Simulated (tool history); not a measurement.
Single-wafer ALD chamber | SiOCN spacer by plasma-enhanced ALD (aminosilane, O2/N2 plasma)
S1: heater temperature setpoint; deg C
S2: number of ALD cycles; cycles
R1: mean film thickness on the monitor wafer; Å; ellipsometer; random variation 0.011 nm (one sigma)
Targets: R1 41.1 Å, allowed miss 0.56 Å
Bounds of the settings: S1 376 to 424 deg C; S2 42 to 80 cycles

run    day   S1  S2      R1
  1      0  400  61  35.823
  2  0.242  399  62  36.473
  3  0.462  399  57  33.569
  4  0.671  399  63  37.089
  5  0.875  391  63  37.114
  6  0.967  381  63  37.015
  7  1.325  381  64   37.61
  8  1.575  381  64  37.543
  9  1.896  381  65  38.312
 10  2.092  381  66  38.719
 11  2.279  381  67  39.363

Which of these 5 next moves meets every target?
  A  2.467  376  72   ?
  B  2.467  381  72   ?
  C  2.467  389  70   ?
  D  2.467  385  73   ?
  E  2.467  376  63   ?

move      R1
   A  42.309
   B  42.309
   C  41.134
   D  42.897
   E   37.02
A: takes the result that was furthest off past its target
B: takes the result that was furthest off past its target
C: meets every target
D: takes the result that was furthest off past its target
E: further off than the last run
Answer: C
